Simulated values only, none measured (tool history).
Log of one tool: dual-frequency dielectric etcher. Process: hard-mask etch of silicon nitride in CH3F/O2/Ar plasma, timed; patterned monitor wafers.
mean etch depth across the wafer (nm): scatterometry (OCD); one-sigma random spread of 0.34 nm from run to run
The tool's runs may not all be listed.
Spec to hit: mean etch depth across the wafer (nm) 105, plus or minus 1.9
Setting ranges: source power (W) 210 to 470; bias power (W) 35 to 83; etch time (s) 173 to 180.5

| run | hour | source power (W) | bias power (W) | etch time (s) | mean etch depth across the wafer (nm) |
|---|---|---|---|---|---|
| 1 | 0 | 340 | 59 | 173 | 112.83 |
| 2 | 4.9 | 340 | 64 | 173 | 115.85 |
| 3 | 12.2 | 340 | 64 | 180.5 | 120.47 |
| 4 | 14.1 | 300 | 64 | 180.5 | 114.23 |
| 5 | 17.9 | 290 | 64 | 180.5 | 112.44 |
| 6 | 24.9 | 290 | 64 | 180.5 | 112.55 |
| 7 | 27.3 | 280 | 64 | 180.5 | 111.29 |
| 8 | 34.4 | 270 | 64 | 180.5 | 109.6 |
| 9 | 39.6 | 260 | 64 | 180.5 | 107.04 |

Which of these 4 next moves meets every target?
| A | 44.8 | 250 | 68 | 175.5 | ? |
| B | 44.8 | 240 | 65 | 176.5 | ? |
| C | 44.8 | 290 | 64 | 179 | ? |
| D | 44.8 | 280 | 66 | 178.5 | ? |

| move | mean etch depth across the wafer (nm) |
|---|---|
| A | 103.94 |
| B | 101.09 |
| C | 111.25 |
| D | 110.27 |
A: in spec on every target
B: takes the biggest miss from the last run beyond its target
C: the biggest miss grows against the last run
D: the biggest miss grows against the last run
The move that meets every target is A.

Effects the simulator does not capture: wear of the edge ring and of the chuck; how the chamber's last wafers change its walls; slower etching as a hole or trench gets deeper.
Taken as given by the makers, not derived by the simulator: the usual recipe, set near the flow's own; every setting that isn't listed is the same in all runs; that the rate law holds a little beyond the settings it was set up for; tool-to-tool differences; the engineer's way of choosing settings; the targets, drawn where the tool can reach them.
